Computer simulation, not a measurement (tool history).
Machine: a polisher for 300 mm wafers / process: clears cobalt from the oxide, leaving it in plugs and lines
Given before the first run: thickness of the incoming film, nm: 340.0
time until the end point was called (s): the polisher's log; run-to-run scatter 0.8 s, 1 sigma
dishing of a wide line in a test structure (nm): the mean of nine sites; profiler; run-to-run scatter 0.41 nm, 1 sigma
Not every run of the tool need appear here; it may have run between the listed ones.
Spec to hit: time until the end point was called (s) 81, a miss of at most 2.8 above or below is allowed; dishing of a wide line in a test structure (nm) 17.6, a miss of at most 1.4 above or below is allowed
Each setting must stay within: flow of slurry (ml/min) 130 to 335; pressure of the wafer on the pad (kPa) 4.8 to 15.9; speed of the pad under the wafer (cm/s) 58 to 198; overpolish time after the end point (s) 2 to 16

run,day,flow of slurry (ml/min),pressure of the wafer on the pad (kPa),speed of the pad under the wafer (cm/s),overpolish time after the end point (s),time until the end point was called (s),dishing of a wide line in a test structure (nm)
1,0,215,10.3,128,8,62.665,33.076
2,0.246,215,9.7,128,7,67.159,28.334
3,0.304,215,9.7,148,7,58.064,29.904
4,0.525,215,9.7,172,7,51.545,32.267
5,0.688,215,9,172,7,54.278,32.452
6,1.038,215,8.3,172,6,59.287,28.011
7,1.108,215,5.5,170,3,85.871,10.362
# day 1.358: head pressure recalibrated
8,1.358,215,5.5,170,4,96.531,12.46

Which one of the following 4 next-run settings gets every result inside its allowed miss? There is exactly one.
A,1.608,215,7.6,166,6,?,?
B,1.608,140,6.9,168,5,?,?
C,1.608,250,6.9,174,6,?,?
D,1.608,135,6.9,168,7,?,?

move,time until the end point was called (s),dishing of a wide line in a test structure (nm)
A,71.163,22.569
B,79.918,17.447
C,73.572,21.945
D,80.173,23.246
A: moves the result that the last run missed by most past its target, out the other side
B: all results in spec
C: moves the result that the last run missed by most past its target, out the other side
D: gets the furthest-off result to its target, but another result is out of tolerance
B is the move that brings every result within its allowed miss.
